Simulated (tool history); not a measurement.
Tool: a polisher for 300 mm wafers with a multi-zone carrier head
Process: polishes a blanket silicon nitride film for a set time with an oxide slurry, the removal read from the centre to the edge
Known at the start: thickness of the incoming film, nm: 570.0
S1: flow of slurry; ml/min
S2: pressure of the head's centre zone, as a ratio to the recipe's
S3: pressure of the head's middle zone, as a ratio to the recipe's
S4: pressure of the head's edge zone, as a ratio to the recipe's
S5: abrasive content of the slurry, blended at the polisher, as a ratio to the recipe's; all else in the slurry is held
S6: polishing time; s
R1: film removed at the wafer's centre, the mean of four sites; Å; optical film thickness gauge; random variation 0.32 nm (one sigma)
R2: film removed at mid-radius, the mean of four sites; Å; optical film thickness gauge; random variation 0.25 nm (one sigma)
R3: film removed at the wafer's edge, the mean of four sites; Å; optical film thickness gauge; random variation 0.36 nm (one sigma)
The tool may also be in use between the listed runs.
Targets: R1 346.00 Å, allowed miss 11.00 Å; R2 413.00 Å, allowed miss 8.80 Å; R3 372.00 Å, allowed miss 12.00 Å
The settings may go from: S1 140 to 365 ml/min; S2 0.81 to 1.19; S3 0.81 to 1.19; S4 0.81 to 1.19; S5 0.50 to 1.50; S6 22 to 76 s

run 1 day=0.000 | S1=235 S2=1.00 S3=1.00 S4=1.00 S5=1.00 S6=49 | R1=306.68 R2=303.69 R3=295.30
run 2 day=0.071 | S1=180 S2=1.00 S3=1.00 S4=1.00 S5=1.00 S6=49 | R1=288.63 R2=288.43 R3=286.39
run 3 day=0.246 | S1=215 S2=0.99 S3=1.05 S4=1.05 S5=1.05 S6=49 | R1=297.86 R2=317.63 R3=308.07
run 4 day=0.288 | S1=250 S2=1.00 S3=1.09 S4=1.09 S5=1.10 S6=49 | R1=311.40 R2=339.55 R3=318.66
run 5 day=0.454 | S1=265 S2=1.00 S3=1.11 S4=1.11 S5=1.20 S6=49 | R1=324.13 R2=356.72 R3=335.40
run 6 day=0.525 | S1=265 S2=1.00 S3=1.11 S4=1.11 S5=1.20 S6=40 | R1=262.15 R2=288.85 R3=272.16
run 7 day=0.604 | S1=270 S2=1.00 S3=1.13 S4=1.12 S5=1.30 S6=42 | R1=286.77 R2=319.00 R3=290.33
run 8 day=0.658 | S1=280 S2=0.99 S3=1.14 S4=1.14 S5=1.35 S6=44 | R1=297.78 R2=340.12 R3=315.32
run 9 day=0.992 | S1=285 S2=0.99 S3=1.16 S4=1.15 S5=1.40 S6=45 | R1=317.43 R2=357.77 R3=330.21
run 10 day=1.175 | S1=290 S2=0.98 S3=1.17 S4=1.15 S5=1.45 S6=46 | R1=324.72 R2=369.91 R3=346.49
run 11 day=1.225 | S1=290 S2=0.96 S3=1.18 S4=1.12 S5=1.45 S6=47 | R1=318.93 R2=390.81 R3=345.41

5 next moves are on the table. One of them brings every result within its allowed miss. Which?
run A day=1.275 | S1=320 S2=1.05 S3=1.19 S4=0.98 S5=1.50 S6=51 | R1=? R2=? R3=?
run B day=1.275 | S1=300 S2=0.95 S3=1.19 S4=1.10 S5=1.50 S6=51 | R1=? R2=? R3=?
run C day=1.275 | S1=265 S2=0.98 S3=1.18 S4=1.15 S5=1.40 S6=51 | R1=? R2=? R3=?
run D day=1.275 | S1=260 S2=1.02 S3=1.19 S4=0.96 S5=1.40 S6=53 | R1=? R2=? R3=?
run E day=1.275 | S1=330 S2=0.95 S3=1.19 S4=1.19 S5=1.50 S6=46 | R1=? R2=? R3=?

move=A R1=386.40 R2=431.17 R3=354.59
move=B R1=348.85 R2=428.75 R3=373.63
move=C R1=347.08 R2=411.58 R3=370.84
move=D R1=373.93 R2=429.99 R3=351.84
move=E R1=317.67 R2=390.04 R3=353.27
A: takes the result that was furthest off past its target
B: takes the result that was furthest off past its target
C: meets every target
D: takes the result that was furthest off past its target
E: as far off as the last run
The right move is C.
